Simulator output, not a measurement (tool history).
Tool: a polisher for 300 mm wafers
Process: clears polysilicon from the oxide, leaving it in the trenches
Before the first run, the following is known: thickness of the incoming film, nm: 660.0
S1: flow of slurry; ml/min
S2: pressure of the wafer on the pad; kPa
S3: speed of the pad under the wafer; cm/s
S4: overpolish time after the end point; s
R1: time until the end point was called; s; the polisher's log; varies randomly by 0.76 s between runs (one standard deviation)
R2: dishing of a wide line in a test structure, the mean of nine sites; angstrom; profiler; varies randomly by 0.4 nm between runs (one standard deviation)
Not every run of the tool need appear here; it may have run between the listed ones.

Run 1, hour 0.0: S1 320 ml/min, S2 22.8 kPa, S3 92 cm/s, S4 9 s. Result: R1 44.714 s, R2 373.47 angstrom.
Run 2, hour 4.1: S1 320 ml/min, S2 22.8 kPa, S3 106 cm/s, S4 9 s. Result: R1 41.885 s, R2 374.68 angstrom.
Run 3, hour 7.6: S1 315 ml/min, S2 20.7 kPa, S3 110 cm/s, S4 7 s. Result: R1 44.033 s, R2 364.49 angstrom.
Run 4, hour 9.0: S1 280 ml/min, S2 17.9 kPa, S3 122 cm/s, S4 6 s. Result: R1 45.822 s, R2 351.71 angstrom.
Run 5, hour 15.2: S1 280 ml/min, S2 17.9 kPa, S3 110 cm/s, S4 6 s. Result: R1 49.203 s, R2 340.86 angstrom.
Run 6, hour 23.2: S1 250 ml/min, S2 17.9 kPa, S3 106 cm/s, S4 5 s. Result: R1 52.123 s, R2 313.31 angstrom.

Run 7 is up next; what results do you expect?
Run 7, hour 26.4: S1 235 ml/min, S2 17.9 kPa, S3 106 cm/s, S4 5 s. Result: R1 ?, R2 ?.

{"run 7": {"R1": 50.828, "R2": 322.18}}
